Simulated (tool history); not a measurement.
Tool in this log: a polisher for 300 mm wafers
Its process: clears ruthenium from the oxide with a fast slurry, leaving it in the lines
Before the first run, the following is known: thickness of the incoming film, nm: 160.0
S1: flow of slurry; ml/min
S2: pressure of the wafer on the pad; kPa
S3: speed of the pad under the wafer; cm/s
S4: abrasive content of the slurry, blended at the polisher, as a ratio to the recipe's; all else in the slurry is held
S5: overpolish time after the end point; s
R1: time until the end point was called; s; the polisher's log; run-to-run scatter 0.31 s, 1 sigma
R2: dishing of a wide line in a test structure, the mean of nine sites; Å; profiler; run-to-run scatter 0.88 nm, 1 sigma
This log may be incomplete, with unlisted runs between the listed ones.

run  hour   S1    S2   S3    S4  S5      R1      R2
  1   0.0  250  20.0  110  1.00  27  33.645  915.89
  2   2.8  250  20.0  110  1.00  23  33.343  842.56
  3  11.4  250  19.3  110  1.00  20  35.848  759.19
  4  19.1  250  20.0  106  1.00  17  35.008  620.58
  5  24.8  250  20.0  102  1.05  15  35.613  585.64
  6  32.5  250  20.0   82  1.05  15  43.262  499.44
  7  39.2  250  20.7   78  1.10  13  43.651  418.08
  8  42.3  255  21.4   78  1.10  12  41.509  419.07
  9  43.8  315  24.8   78  1.10   8  35.006  333.46
 10  48.5  305  24.8   78  1.10   9  35.397  358.72
 11  57.1  305  24.8   78  1.10   9  35.762  359.13

Expected results for the next run?
 12  61.4  300  24.8  78  1.10   9   ?   ?

{"run 12": {"R1": 36.075, "R2": 370.49}}

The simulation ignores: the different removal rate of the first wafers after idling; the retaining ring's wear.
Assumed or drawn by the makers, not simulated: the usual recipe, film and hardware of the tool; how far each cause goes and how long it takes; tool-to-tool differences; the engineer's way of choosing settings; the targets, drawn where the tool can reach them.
